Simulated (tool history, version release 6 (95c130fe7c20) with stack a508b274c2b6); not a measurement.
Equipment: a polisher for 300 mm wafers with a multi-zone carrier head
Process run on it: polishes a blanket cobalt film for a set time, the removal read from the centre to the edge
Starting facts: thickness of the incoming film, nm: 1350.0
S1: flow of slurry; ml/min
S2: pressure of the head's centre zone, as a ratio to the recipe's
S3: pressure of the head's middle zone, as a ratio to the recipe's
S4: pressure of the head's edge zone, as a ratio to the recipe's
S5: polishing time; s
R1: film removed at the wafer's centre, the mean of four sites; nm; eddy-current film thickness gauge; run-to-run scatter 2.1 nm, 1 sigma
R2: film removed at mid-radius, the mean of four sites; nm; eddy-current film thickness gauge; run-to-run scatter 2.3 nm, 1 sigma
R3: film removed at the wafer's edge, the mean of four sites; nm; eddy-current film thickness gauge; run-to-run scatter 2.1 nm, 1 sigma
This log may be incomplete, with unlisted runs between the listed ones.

run	hour	S1	S2	S3	S4	S5	R1	R2	R3
1	0	240	1	1	1	72	308.64	314.57	308.06
2	2	240	1	1	0.97	72	306.98	312.77	300.99
3	4.2	230	1	0.98	0.97	72	310.45	302.05	298.39
4	11.5	205	1	0.98	0.97	72	305.92	299.17	299.39
5	12.2	205	1	1.02	0.97	72	305.26	308.42	298.8
6	20	205	1	1.08	0.97	72	303.69	324.67	299.26
7	25.5	160	1	0.98	1.03	71	287	286.31	293.01

Forecast run 8:
8	26.6	160	1	0.97	1.03	71	?	?	?

{"run 8": {"R1": 289.38, "R2": 285.99, "R3": 294.15}}

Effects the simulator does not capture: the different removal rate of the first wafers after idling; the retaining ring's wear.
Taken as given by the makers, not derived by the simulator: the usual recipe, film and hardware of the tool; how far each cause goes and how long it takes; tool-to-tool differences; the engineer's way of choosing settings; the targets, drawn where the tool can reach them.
